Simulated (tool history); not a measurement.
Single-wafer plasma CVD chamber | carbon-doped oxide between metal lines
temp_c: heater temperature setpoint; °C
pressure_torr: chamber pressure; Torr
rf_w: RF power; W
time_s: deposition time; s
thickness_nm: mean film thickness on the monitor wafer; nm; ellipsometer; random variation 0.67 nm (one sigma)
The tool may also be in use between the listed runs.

run	day	temp_c	pressure_torr	rf_w	time_s	thickness_nm
1	0.000	330	3.75	455	24.0	128.12
2	0.354	330	3.75	455	24.8	133.05
3	0.696	330	3.75	455	24.0	129.01
4	0.812	334	3.75	455	24.0	127.18
5	1.008	334	3.75	455	24.8	130.85
6	1.367	334	3.75	455	24.0	126.65
7	1.588	332	3.81	455	24.0	128.33
8	1.942	330	3.86	455	24.0	129.66
9	2.008	329	3.89	455	24.0	129.08
10	2.292	328	3.93	455	24.0	131.64
11	2.579	327	3.95	455	24.0	130.92

Forecast run 12:
12	2.767	326	3.99	455	24.0	?

{"run 12": {"thickness_nm": 132.11}}
